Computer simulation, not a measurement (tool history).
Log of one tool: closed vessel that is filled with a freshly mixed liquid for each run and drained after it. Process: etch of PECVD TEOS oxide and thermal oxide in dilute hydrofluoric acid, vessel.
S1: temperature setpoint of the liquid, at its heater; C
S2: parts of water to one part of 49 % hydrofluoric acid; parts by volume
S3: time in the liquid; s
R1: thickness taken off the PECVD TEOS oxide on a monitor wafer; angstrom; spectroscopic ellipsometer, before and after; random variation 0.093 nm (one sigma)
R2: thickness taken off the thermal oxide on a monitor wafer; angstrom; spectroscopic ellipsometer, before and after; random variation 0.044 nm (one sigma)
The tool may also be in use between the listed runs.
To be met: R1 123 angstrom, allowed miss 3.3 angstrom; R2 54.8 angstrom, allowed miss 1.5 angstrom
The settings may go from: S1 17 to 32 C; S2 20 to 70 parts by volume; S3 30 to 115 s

run  hour    S1  S2  S3      R1      R2
  1     0    24  40  60  162.68  72.242
  2     7    24  30  60  218.85  98.251
  3  11.7  25.5  30  60  231.31  103.74
  4  13.3  24.5  30  60  223.53  99.881
  5  16.6  24.5  30  80  294.17  132.15
  6  20.4  23.5  30  80  287.84  125.64
  7  27.3    23  35  80  241.91  107.59
  8  32.7  22.5  35  80   235.2  103.54
  9  36.3    22  35  80   226.7  101.66
 10  44.2  21.5  35  80  223.91   99.81
 11  48.4    21  35  80   221.1  97.359
 12  50.1  20.5  35  80  215.95  96.024
 13  52.3    20  35  80  209.56  93.734
 14  52.9  19.5  35  80  204.27  91.921
 15  57.1    17  50  80   127.1  56.648
 16    59    17  50  80  126.37   56.07

4 next moves are on the table. One of them brings every result within its allowed miss. Which?
  A  60.9  19  65  100   ?   ?
  B  60.9  17  45   75   ?   ?
  C  60.9  18  60   95   ?   ?
  D  60.9  17  45   70   ?   ?

move      R1      R2
   A  132.35  57.705
   B  134.58  58.679
   C  131.27  57.235
   D  125.61  54.767
A: further off than the last run
B: further off than the last run
C: further off than the last run
D: meets every target
Move D is the one to make.
